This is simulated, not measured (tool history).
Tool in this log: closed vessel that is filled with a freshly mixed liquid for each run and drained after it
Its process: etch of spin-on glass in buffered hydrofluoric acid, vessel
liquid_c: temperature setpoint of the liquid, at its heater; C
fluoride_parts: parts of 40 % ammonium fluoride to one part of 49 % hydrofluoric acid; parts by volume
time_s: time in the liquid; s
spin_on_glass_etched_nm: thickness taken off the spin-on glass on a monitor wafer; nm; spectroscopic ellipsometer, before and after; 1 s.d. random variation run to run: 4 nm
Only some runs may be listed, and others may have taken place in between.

run  hour  liquid_c  fluoride_parts  time_s  spin_on_glass_etched_nm
  1   0.0      23.0            17.5     105                   127.72
  2   5.8      25.0            14.5     105                   169.17
  3   8.7      27.5            14.5     105                   195.68
  4  14.9      28.5            12.5     105                   237.46
  5  17.4      26.5            12.5     105                   214.09
     22.9  -- hydrofluoric acid flow meter replaced
  6  22.9      26.5            12.5     115                   261.20
  7  28.9      27.5            11.5     115                   296.09
  8  37.2      28.5            11.0     115                   329.21
  9  40.0      28.5            11.0     115                   331.66
 10  41.2      28.5            11.0     115                   325.81
 11  47.7      29.0            10.5     115                   354.63
 12  55.8      29.5            10.5     115                   363.02
 13  62.0      30.0            10.5     115                   370.35

What will run 14 give?
 14  63.3      30.5            10.5     115                        ?

For run 14 the tool returned spin_on_glass_etched_nm 378.53 nm.

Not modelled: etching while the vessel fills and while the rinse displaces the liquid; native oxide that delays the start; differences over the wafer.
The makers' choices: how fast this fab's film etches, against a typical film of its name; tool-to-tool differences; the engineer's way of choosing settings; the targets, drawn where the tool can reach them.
